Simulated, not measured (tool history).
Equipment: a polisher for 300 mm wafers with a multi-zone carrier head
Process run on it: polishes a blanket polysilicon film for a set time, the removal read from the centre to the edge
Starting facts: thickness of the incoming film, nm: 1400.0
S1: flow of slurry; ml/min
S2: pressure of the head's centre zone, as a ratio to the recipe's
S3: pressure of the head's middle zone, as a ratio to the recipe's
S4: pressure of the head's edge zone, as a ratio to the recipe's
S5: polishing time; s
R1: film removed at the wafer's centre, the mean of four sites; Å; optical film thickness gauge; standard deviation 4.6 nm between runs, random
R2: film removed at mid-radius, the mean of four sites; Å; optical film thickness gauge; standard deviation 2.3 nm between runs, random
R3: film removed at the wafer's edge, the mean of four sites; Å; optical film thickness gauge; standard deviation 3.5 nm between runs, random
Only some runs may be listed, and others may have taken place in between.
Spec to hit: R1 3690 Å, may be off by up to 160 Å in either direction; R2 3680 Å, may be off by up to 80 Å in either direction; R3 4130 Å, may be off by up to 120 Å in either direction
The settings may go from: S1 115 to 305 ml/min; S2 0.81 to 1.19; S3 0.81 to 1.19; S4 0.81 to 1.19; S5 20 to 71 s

run	day	S1	S2	S3	S4	S5	R1	R2	R3
1	0	195	1	1	1	45	4281.8	4158.3	4173.9
2	0.346	185	0.98	0.98	1.01	45	4169.8	4062.5	4072.2
3	0.579	215	0.98	0.98	1.01	45	4189.7	4198.6	4228.3
4	0.883	215	1.04	0.98	1.01	45	4544.6	4143	4168.8
5	1.212	200	1.01	0.96	1.03	45	4295.5	4052.7	4262.4
6	1.579	190	0.99	0.95	1.03	45	4252.7	4003.7	4162.4
7	1.854	190	0.99	0.95	1.03	45	4109.1	4031.1	4233.8
8	2.196	190	0.99	0.95	1.03	45	4217.4	4030.6	4251.2
9	2.292	135	0.9	0.89	1.04	45	3489.6	3644.9	3968.7

Of the 5 settings listed for the next run, only one would bring every result within its allowed miss of target. Which one?
A	2.388	115	0.91	0.87	0.99	49	?	?	?
B	2.388	150	0.84	0.87	1.05	45	?	?	?
C	2.388	115	0.86	0.98	1	47	?	?	?
D	2.388	145	0.99	0.96	1	44	?	?	?
E	2.388	175	0.9	0.88	0.95	43	?	?	?

move	R1	R2	R3
A	3700	3694.3	4198.1
B	3394.4	3640.3	4167.5
C	3354	3777.4	4042.4
D	3884.7	3719.4	3953.9
E	3602.1	3610	3881.1
A: every result within its allowed miss
B: brings the last run's worst result on target, with another outside its allowed miss
C: brings the last run's worst result on target, with another outside its allowed miss
D: moves away from the targets compared with the last run
E: moves away from the targets compared with the last run
So the answer is move A, the one that meets all the targets.

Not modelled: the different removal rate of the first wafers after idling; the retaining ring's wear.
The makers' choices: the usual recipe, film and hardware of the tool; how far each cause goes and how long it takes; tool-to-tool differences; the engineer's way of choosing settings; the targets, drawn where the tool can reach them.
